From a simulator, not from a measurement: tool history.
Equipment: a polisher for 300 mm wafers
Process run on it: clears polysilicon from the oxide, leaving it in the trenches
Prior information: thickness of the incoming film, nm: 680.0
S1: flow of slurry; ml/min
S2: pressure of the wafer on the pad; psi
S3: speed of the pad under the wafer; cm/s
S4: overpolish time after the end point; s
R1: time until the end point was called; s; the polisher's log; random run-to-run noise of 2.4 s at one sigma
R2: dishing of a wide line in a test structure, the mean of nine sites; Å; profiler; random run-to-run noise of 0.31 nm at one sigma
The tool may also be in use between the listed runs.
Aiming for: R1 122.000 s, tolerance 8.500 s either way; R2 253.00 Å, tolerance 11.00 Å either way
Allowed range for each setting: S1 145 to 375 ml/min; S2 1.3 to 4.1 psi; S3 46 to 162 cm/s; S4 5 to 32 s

Run 1, hour 0.0: S1 240 ml/min, S2 2.7 psi, S3 104 cm/s, S4 16 s. Result: R1 58.876 s, R2 582.25 Å.
Run 2, hour 8.9: S1 240 ml/min, S2 2.3 psi, S3 104 cm/s, S4 16 s. Result: R1 68.102 s, R2 565.00 Å.
Run 3, hour 13.2: S1 240 ml/min, S2 2.3 psi, S3 104 cm/s, S4 21 s. Result: R1 67.272 s, R2 590.83 Å.
Run 4, hour 19.3: S1 240 ml/min, S2 2.3 psi, S3 104 cm/s, S4 26 s. Result: R1 69.493 s, R2 599.48 Å.
Run 5, hour 22.8: S1 185 ml/min, S2 2.3 psi, S3 104 cm/s, S4 26 s. Result: R1 70.438 s, R2 593.17 Å.
Run 6, hour 30.8: S1 185 ml/min, S2 1.7 psi, S3 104 cm/s, S4 26 s. Result: R1 92.877 s, R2 574.82 Å.
Run 7, hour 32.6: S1 180 ml/min, S2 1.6 psi, S3 100 cm/s, S4 22 s. Result: R1 103.040 s, R2 562.23 Å.
Run 8, hour 33.8: S1 250 ml/min, S2 1.4 psi, S3 72 cm/s, S4 14 s. Result: R1 138.900 s, R2 437.97 Å.
Run 9, hour 38.7: S1 270 ml/min, S2 1.4 psi, S3 68 cm/s, S4 12 s. Result: R1 136.850 s, R2 411.94 Å.
Run 10, hour 45.0: S1 290 ml/min, S2 1.4 psi, S3 64 cm/s, S4 11 s. Result: R1 139.140 s, R2 397.65 Å.
Run 11, hour 47.7: S1 305 ml/min, S2 1.4 psi, S3 60 cm/s, S4 10 s. Result: R1 149.020 s, R2 356.01 Å.
Run 12, hour 49.1: S1 305 ml/min, S2 1.4 psi, S3 60 cm/s, S4 10 s. Result: R1 147.300 s, R2 355.65 Å.
Run 13, hour 50.6: S1 315 ml/min, S2 1.5 psi, S3 58 cm/s, S4 9 s. Result: R1 140.770 s, R2 345.28 Å.
Run 14, hour 59.4: S1 325 ml/min, S2 1.6 psi, S3 56 cm/s, S4 8 s. Result: R1 138.990 s, R2 319.74 Å.
Run 15, hour 64.8: S1 335 ml/min, S2 1.7 psi, S3 54 cm/s, S4 7 s. Result: R1 137.760 s, R2 305.20 Å.

Pick the move, out of 5, that brings all results within their allowed miss; only one does.
Run A, hour 70.2: S1 375 ml/min, S2 1.7 psi, S3 62 cm/s, S4 5 s. Result: R1 ?, R2 ?.
Run B, hour 70.2: S1 315 ml/min, S2 1.4 psi, S3 46 cm/s, S4 7 s. Result: R1 ?, R2 ?.
Run C, hour 70.2: S1 315 ml/min, S2 1.7 psi, S3 46 cm/s, S4 12 s. Result: R1 ?, R2 ?.
Run D, hour 70.2: S1 300 ml/min, S2 1.4 psi, S3 56 cm/s, S4 11 s. Result: R1 ?, R2 ?.
Run E, hour 70.2: S1 320 ml/min, S2 1.7 psi, S3 52 cm/s, S4 12 s. Result: R1 ?, R2 ?.

move       R1      R2
   A  122.090  253.26
   B  173.470  250.47
   C  149.200  394.99
   D  154.340  368.50
   E  138.340  411.46
A: in spec on every target
B: the furthest-off result lands on target, but another misses its tolerance
C: moves away from the targets compared with the last run
D: moves away from the targets compared with the last run
E: moves away from the targets compared with the last run
Go with A: it meets all targets.
